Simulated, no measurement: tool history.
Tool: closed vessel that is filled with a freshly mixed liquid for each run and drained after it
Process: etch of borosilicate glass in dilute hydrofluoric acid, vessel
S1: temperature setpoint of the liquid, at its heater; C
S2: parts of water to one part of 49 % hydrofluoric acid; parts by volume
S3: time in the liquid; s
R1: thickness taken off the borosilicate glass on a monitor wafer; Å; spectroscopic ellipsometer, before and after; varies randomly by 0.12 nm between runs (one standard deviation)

run 1 day=0.000 | S1=25.0 S2=185 S3=210 | R1=318.85
run 2 day=0.054 | S1=25.0 S2=145 S3=210 | R1=430.32
run 3 day=0.354 | S1=25.0 S2=80 S3=210 | R1=841.69
run 4 day=0.446 | S1=25.0 S2=80 S3=225 | R1=896.53
run 5 day=0.550 | S1=23.5 S2=100 S3=225 | R1=657.61
run 6 day=0.783 | S1=22.0 S2=105 S3=225 | R1=584.84

Expected results for the next run?
run 7 day=0.908 | S1=21.0 S2=115 S3=225 | R1=?

{"run 7": {"R1": 514.53}}
